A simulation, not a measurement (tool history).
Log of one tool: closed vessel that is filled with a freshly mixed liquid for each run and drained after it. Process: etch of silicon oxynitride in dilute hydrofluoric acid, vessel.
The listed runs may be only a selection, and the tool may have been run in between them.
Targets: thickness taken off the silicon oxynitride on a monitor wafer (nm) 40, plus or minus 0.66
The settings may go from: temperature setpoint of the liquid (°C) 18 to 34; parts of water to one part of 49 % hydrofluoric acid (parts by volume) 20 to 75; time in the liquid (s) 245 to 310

run    day  temperature setpoint of the liquid (°C)  parts of water to one part of 49 % hydrofluoric acid (parts by volume)  time in the liquid (s)  thickness taken off the silicon oxynitride on a monitor wafer (nm)
  1      0                                       26                                                                      45                     310                                                              31.801
  2  0.129                                       24                                                                      45                     310                                                               28.86
  3  0.304                                       24                                                                      55                     310                                                              23.225
  4  0.354                                     20.5                                                                      55                     310                                                              19.686
  5  0.646                                     24.5                                                                      55                     310                                                              24.018
  6  0.883                                     27.5                                                                      55                     310                                                               27.68
  7  1.225                                     29.5                                                                      55                     310                                                              30.426
  8  1.508                                       31                                                                      55                     310                                                              32.552
  9  1.554                                       32                                                                      55                     310                                                              34.241
 10  1.733                                     32.5                                                                      55                     310                                                               34.91
 11  1.992                                       33                                                                      55                     310                                                              35.766
 12  2.192                                     33.5                                                                      55                     310                                                              36.592
 13  2.496                                       34                                                                      50                     310                                                              41.565

Exercise: of the 4 proposed moves below, exactly one satisfies all targets within the stated allowed misses. Which move is it?
  A  2.8                                       34                                                                      50                     300                                                                   ?
  B  2.8                                       32                                                                      40                     270                                                                   ?
  C  2.8                                       34                                                                      45                     300                                                                   ?
  D  2.8                                     31.5                                                                      40                     260                                                                   ?

move  thickness taken off the silicon oxynitride on a monitor wafer (nm)
   A                                                              40.158
   B                                                              41.655
   C                                                               44.86
   D                                                              39.191
A: all results in spec
B: lands further from the targets than the last run did
C: lands further from the targets than the last run did
D: moves the result that the last run missed by most past its target, out the other side
Correct choice: A, which meets every target

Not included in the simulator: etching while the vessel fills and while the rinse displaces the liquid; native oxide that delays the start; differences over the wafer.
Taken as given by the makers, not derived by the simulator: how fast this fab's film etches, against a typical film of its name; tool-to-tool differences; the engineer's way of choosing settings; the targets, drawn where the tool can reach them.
